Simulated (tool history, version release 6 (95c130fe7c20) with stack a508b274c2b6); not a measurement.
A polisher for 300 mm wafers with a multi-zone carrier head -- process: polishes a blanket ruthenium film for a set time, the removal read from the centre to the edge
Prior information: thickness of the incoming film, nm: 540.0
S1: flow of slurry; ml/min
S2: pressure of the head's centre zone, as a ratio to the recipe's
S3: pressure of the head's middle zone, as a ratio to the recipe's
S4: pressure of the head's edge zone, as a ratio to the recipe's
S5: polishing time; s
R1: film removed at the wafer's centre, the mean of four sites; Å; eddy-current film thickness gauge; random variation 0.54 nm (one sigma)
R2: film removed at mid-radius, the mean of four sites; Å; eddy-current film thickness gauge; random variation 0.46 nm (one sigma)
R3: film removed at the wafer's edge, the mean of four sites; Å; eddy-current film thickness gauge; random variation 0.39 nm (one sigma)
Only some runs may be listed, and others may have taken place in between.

run	hour	S1	S2	S3	S4	S5	R1	R2	R3
1	0.0	280	1.00	1.00	1.00	36	275.50	275.40	268.25
2	7.8	280	1.01	1.00	1.03	39	308.89	300.96	287.09
3	14.2	285	0.99	0.96	1.04	42	322.82	316.19	321.53
4	21.7	285	0.94	0.96	1.04	42	297.65	310.62	312.54
5	28.7	285	0.94	0.96	1.04	51	367.48	377.03	380.98
6	29.4	285	0.94	0.96	1.07	51	366.57	380.60	385.17
7	37.2	290	0.96	0.95	1.07	51	378.25	379.34	387.18

What does the tool deliver on the next run?
8	38.4	290	0.97	0.94	1.08	51	?	?	?

R1: 375.96 Å
R2: 383.04 Å
R3: 392.64 Å

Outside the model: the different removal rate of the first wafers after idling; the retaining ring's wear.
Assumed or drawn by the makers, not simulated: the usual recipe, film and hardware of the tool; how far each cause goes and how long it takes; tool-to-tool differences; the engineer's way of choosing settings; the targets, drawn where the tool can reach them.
